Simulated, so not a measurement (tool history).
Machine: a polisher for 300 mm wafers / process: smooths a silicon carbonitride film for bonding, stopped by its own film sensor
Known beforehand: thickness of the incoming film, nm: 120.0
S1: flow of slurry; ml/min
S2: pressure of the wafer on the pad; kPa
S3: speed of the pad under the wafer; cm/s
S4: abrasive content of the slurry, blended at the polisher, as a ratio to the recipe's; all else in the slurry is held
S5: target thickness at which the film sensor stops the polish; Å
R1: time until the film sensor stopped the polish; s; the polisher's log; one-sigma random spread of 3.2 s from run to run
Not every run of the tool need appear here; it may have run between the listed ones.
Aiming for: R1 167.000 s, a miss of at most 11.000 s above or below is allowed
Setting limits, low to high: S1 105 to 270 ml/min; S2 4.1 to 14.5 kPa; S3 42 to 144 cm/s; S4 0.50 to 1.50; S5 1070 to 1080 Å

| run | hour | S1 | S2 | S3 | S4 | S5 | R1 |
|---|---|---|---|---|---|---|---|
| 1 | 0.0 | 175 | 9.0 | 92 | 1.00 | 1070 | 78.245 |
| 2 | 7.4 | 145 | 9.0 | 92 | 1.00 | 1070 | 81.802 |
| 3 | 14.4 | 145 | 8.3 | 88 | 1.00 | 1070 | 90.857 |
| 4 | 22.0 | 145 | 8.3 | 88 | 0.80 | 1070 | 102.600 |
| 5 | 26.5 | 145 | 7.6 | 86 | 0.80 | 1070 | 115.780 |
| 6 | 27.6 | 145 | 6.9 | 86 | 0.80 | 1070 | 126.340 |
| 7 | 34.0 | 145 | 6.2 | 86 | 0.80 | 1070 | 136.970 |
| 8 | 40.6 | 145 | 4.1 | 84 | 0.80 | 1070 | 199.950 |
| 9 | 48.2 | 145 | 5.5 | 86 | 0.80 | 1070 | 152.040 |

Below are 5 possible settings for the next run. Only one of them brings all results inside the allowed miss of their targets. Which is it?
| A | 55.8 | 145 | 8.3 | 60 | 0.50 | 1080 | ? |
| B | 55.8 | 175 | 6.2 | 96 | 0.70 | 1070 | ? |
| C | 55.8 | 155 | 5.5 | 84 | 0.85 | 1080 | ? |
| D | 55.8 | 155 | 6.2 | 98 | 0.65 | 1080 | ? |
| E | 55.8 | 135 | 5.5 | 88 | 0.85 | 1080 | ? |

| move | R1 |
|---|---|
| A | 165.190 |
| B | 133.200 |
| C | 133.190 |
| D | 129.620 |
| E | 131.220 |
A: every result lands within tolerance
B: moves away from the targets compared with the last run
C: moves away from the targets compared with the last run
D: moves away from the targets compared with the last run
E: moves away from the targets compared with the last run
Answer: A
